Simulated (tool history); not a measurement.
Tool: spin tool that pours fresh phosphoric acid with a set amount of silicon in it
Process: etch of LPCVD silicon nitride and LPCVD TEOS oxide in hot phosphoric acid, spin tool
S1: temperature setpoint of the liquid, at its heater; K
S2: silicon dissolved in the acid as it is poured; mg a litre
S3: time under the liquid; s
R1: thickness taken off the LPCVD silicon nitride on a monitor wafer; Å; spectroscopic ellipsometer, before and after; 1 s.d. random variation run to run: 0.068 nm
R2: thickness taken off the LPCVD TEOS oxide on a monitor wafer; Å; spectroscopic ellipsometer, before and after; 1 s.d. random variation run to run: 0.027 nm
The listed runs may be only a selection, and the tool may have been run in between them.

| run | hour | S1 | S2 | S3 | R1 | R2 |
|---|---|---|---|---|---|---|
| 1 | 0.0 | 434.15 | 29.0 | 80 | 84.385 | 1.12550 |
| 2 | 2.1 | 434.15 | 37.0 | 80 | 83.924 | 0.61011 |
| 3 | 10.7 | 434.65 | 37.5 | 85 | 90.471 | 1.04230 |
| 4 | 16.8 | 434.65 | 50.0 | 85 | 90.970 | 0.61856 |
| 5 | 21.4 | 434.65 | 50.0 | 55 | 58.958 | 0.28347 |
| 6 | 26.5 | 434.65 | 50.0 | 60 | 63.635 | 0.42763 |
| 7 | 34.4 | 434.65 | 50.0 | 65 | 69.849 | 0.30795 |
| 8 | 42.9 | 437.15 | 32.5 | 105 | 122.190 | 1.75190 |
| 9 | 48.2 | 437.15 | 34.5 | 105 | 122.100 | 1.67740 |

For run 10, what comes out?
| 10 | 56.7 | 437.15 | 36.5 | 105 | ? | ? |

{"run 10": {"R1": 121.79, "R2": 1.2251}}

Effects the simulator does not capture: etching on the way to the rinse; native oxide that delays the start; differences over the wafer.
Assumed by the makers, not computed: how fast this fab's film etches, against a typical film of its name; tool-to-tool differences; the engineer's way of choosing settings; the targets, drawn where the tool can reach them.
